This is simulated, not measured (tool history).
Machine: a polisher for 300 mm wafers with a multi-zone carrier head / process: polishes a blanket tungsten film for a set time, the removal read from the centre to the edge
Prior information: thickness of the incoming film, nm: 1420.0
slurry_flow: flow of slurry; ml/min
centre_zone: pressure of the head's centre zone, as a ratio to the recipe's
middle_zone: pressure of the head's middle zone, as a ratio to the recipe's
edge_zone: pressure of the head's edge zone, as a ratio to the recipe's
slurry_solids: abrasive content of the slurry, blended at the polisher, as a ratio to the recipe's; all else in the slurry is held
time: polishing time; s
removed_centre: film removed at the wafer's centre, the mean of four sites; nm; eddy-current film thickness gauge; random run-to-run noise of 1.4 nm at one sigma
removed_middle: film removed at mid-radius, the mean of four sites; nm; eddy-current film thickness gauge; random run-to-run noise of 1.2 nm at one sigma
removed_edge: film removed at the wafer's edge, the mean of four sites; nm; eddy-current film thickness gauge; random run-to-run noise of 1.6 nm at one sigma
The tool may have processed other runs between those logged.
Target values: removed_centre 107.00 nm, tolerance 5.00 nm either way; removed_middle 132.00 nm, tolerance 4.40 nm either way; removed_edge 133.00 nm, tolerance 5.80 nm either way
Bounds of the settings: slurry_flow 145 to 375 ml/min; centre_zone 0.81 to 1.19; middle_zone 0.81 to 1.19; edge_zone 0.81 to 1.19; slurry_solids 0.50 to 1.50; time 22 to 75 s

run    day  slurry_flow  centre_zone  middle_zone  edge_zone  slurry_solids  time  removed_centre  removed_middle  removed_edge
  1  0.000          240         1.00         1.00       1.00           1.00    48          158.81          155.88        164.84
  2  0.271          240         1.00         1.00       1.07           1.00    48          158.42          154.53        170.32
  3  0.338          240         1.00         1.00       1.07           1.15    48          160.73          159.11        174.24
  4  0.692          240         1.00         1.00       1.01           1.15    48          161.52          157.29        169.36
  5  0.838          235         0.98         1.00       1.01           1.10    47          153.45          151.20        169.55
  6  0.862          280         0.98         1.00       1.01           1.10    47          160.03          155.21        172.88
  7  0.958          210         0.88         1.05       0.91           0.85    44          120.55          141.57        141.98
  8  1.188          210         0.88         1.05       0.91           0.85    44          120.25          141.80        138.18

5 next moves are on the table. One of them brings every result within its allowed miss. Which?
  A  1.417          165         0.89         1.06       0.88           0.60    53               ?               ?             ?
  B  1.417          160         1.00         1.00       0.81           0.90    45               ?               ?             ?
  C  1.417          225         0.82         1.05       0.93           0.80    41               ?               ?             ?
  D  1.417          225         0.87         1.09       0.84           0.85    48               ?               ?             ?
  E  1.417          220         0.98         1.12       0.88           0.75    43               ?               ?             ?

move  removed_centre  removed_middle  removed_edge
   A          139.39          155.30        154.66
   B          141.12          134.73        134.96
   C          108.09          128.98        131.76
   D          135.40          156.83        148.46
   E          132.86          139.92        132.78
A: its largest miss is bigger than the last run's
B: its largest miss is bigger than the last run's
C: every result lands within tolerance
D: its largest miss is bigger than the last run's
E: its largest miss is bigger than the last run's
The right move is C.
